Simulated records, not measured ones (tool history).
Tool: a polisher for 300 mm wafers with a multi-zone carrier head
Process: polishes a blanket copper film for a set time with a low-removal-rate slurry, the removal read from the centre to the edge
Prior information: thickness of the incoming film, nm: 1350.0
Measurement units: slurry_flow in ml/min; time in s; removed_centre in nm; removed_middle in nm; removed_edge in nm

{"run": 1, "day": 0.0, "slurry_flow": 155, "centre_zone": 1.0, "middle_zone": 1.0, "edge_zone": 1.0, "slurry_solids": 1.0, "time": 50, "removed_centre": 155.13, "removed_middle": 160.92, "removed_edge": 158.57}
{"run": 2, "day": 0.196, "slurry_flow": 165, "centre_zone": 1.03, "middle_zone": 1.0, "edge_zone": 1.01, "slurry_solids": 1.05, "time": 50, "removed_centre": 168.31, "removed_middle": 158.3, "removed_edge": 160.3}
{"run": 3, "day": 0.3, "slurry_flow": 175, "centre_zone": 1.03, "middle_zone": 1.02, "edge_zone": 1.02, "slurry_solids": 1.1, "time": 50, "removed_centre": 171.3, "removed_middle": 165.49, "removed_edge": 165.22}
{"run": 4, "day": 0.429, "slurry_flow": 185, "centre_zone": 1.04, "middle_zone": 1.03, "edge_zone": 1.03, "slurry_solids": 1.15, "time": 50, "removed_centre": 173.62, "removed_middle": 170.16, "removed_edge": 166.98}
{"run": 5, "day": 0.75, "slurry_flow": 185, "centre_zone": 0.96, "middle_zone": 1.03, "edge_zone": 1.03, "slurry_solids": 1.15, "time": 50, "removed_centre": 162.16, "removed_middle": 171.62, "removed_edge": 167.95}
{"run": 6, "day": 1.062, "slurry_flow": 185, "centre_zone": 0.96, "middle_zone": 1.03, "edge_zone": 1.03, "slurry_solids": 1.15, "time": 40, "removed_centre": 129.35, "removed_middle": 137.14, "removed_edge": 132.19}

What will run 7 give?
{"run": 7, "day": 1.404, "slurry_flow": 185, "centre_zone": 0.99, "middle_zone": 1.04, "edge_zone": 1.04, "slurry_solids": 1.25, "time": 42, "removed_centre": "?", "removed_middle": "?", "removed_edge": "?"}

removed_centre: 140.22 nm
removed_middle: 146.38 nm
removed_edge: 144.65 nm
